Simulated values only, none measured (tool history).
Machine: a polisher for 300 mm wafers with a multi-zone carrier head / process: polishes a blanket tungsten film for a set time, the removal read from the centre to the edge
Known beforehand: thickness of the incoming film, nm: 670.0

run    day  flow of slurry (ml/min)  pressure of the head's centre zone  pressure of the head's middle zone  pressure of the head's edge zone  abrasive content of the slurry  polishing time (s)  film removed at the wafer's centre (nm)  film removed at mid-radius (nm)  film removed at the wafer's edge (nm)
  1  0.000                      245                                1.00                                1.00                              1.00                            1.00                  49                                   248.62                           243.61                                 244.91
  2  0.242                      245                                1.05                                1.00                              1.00                            1.00                  49                                   253.79                           240.43                                 239.43
  3  0.425                      235                                1.05                                0.97                              0.98                            0.95                  49                                   242.74                           236.14                                 239.10
  4  0.538                      285                                1.05                                0.97                              0.98                            0.95                  49                                   258.37                           236.83                                 239.04
  5  0.612                      290                                1.07                                0.94                              0.97                            0.85                  48                                   248.58                           220.25                                 228.96
  6  0.862                      290                                1.08                                0.92                              0.95                            0.80                  48                                   245.18                           212.43                                 222.18
  7  1.062                      290                                1.08                                0.92                              0.95                            0.80                  48                                   251.86                           215.69                                 226.57

For run 8, what comes out?
  8  1.088                      290                                1.08                                0.92                              0.95                            0.80                  48                                        ?                                ?                                      ?

film removed at the wafer's centre (nm): 253.15
film removed at mid-radius (nm): 218.28
film removed at the wafer's edge (nm): 222.62

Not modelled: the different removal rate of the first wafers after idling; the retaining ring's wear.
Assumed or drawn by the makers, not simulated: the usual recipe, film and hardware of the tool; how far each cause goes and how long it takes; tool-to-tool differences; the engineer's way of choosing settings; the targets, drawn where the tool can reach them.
